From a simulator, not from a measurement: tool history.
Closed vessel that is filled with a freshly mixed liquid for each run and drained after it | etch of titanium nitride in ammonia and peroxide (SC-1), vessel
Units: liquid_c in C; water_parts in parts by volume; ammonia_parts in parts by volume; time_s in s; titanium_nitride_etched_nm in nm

| run | day | liquid_c | water_parts | ammonia_parts | time_s | titanium_nitride_etched_nm |
|---|---|---|---|---|---|---|
| 1 | 0 | 55 | 29.5 | 0.85 | 70 | 2.7526 |
| 2 | 0.158 | 57.5 | 29 | 0.85 | 70 | 3.2905 |
| 3 | 0.538 | 57.5 | 29 | 0.6 | 70 | 3.0877 |
| 4 | 0.833 | 57.5 | 29 | 0.45 | 70 | 2.9403 |
| 5 | 1.062 | 59.5 | 27.5 | 0.45 | 70 | 3.384 |
| 6 | 1.379 | 65 | 27.5 | 0.45 | 70 | 4.9345 |
| 7 | 1.6 | 66 | 26 | 0.45 | 70 | 5.3826 |
| 8 | 1.908 | 66.5 | 24.5 | 0.45 | 70 | 5.7893 |
| 9 | 2.142 | 67 | 23.5 | 0.45 | 70 | 5.9934 |

The next listed run, before its measurement:
| 10 | 2.462 | 67.5 | 22.5 | 0.45 | 70 | ? |

Run 10 gave titanium_nitride_etched_nm 6.4972 nm.

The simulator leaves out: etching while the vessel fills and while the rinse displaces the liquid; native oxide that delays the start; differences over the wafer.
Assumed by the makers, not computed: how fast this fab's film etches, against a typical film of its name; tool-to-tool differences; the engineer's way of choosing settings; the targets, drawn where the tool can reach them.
